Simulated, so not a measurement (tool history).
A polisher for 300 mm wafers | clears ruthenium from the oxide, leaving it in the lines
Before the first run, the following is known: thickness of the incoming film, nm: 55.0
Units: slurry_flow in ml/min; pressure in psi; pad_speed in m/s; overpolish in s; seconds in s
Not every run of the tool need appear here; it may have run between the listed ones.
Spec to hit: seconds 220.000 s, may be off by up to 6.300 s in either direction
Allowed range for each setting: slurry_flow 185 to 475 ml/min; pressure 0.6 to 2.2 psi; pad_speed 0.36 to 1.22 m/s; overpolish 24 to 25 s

run  hour  slurry_flow  pressure  pad_speed  overpolish  seconds
  1   0.0          305       1.4       0.78          24  106.240
  2   3.3          305       1.4       0.78          24  106.850
  3   4.4          305       1.3       0.76          24  115.670
  4  12.5          305       1.3       0.92          24   99.138
  5  20.7          305       1.2       0.88          24  111.520
  6  21.9          375       1.2       0.88          24  105.730
  7  29.8          360       1.1       0.84          24  120.410
  8  36.2          350       1.0       0.82          24  134.370
  9  43.5          340       0.9       0.80          24  148.250
 10  51.6          330       0.9       0.78          24  151.610

Which of these 5 next moves meets every target?
  A  59.7          335       0.9       0.98          24        ?
  B  59.7          330       1.7       0.88          25        ?
  C  59.7          290       0.6       0.72          25        ?
  D  59.7          280       0.8       0.70          25        ?
  E  59.7          355       0.7       0.66          24        ?

move  seconds
   A  128.070
   B   81.832
   C  225.390
   D  186.180
   E  210.810
A: its largest miss is bigger than the last run's
B: its largest miss is bigger than the last run's
C: each result inside its tolerance
D: better than the last run, though not everything is in spec
E: better than the last run, though not everything is in spec
C meets every target.
